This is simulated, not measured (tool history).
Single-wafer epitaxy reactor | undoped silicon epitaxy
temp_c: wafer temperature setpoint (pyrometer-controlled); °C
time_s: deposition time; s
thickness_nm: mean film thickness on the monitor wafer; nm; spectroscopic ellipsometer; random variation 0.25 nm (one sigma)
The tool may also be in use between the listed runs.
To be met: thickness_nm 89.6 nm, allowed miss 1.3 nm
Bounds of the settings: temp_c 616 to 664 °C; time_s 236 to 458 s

run,hour,temp_c,time_s,thickness_nm
1,0,640,347,57.365
2,8.1,645,347,65.457
3,15.9,645,379,71.818
4,18.3,637,379,58.167
5,23.1,637,347,53.762
6,31.3,637,389,59.904
7,38,641,389,66.374
8,40.4,644,389,71.223
9,47.9,656,390,96.132
10,53,655,390,93.714
11,55.2,654,390,91.977

Which of these 4 next moves meets every target?
A,57.4,656,385,?
B,57.4,661,322,?
C,57.4,652,426,?
D,57.4,656,381,?

move,thickness_nm
A,94.793
B,89.429
C,95.153
D,93.809
A: further off than the last run
B: meets every target
C: further off than the last run
D: further off than the last run
The right move is B.
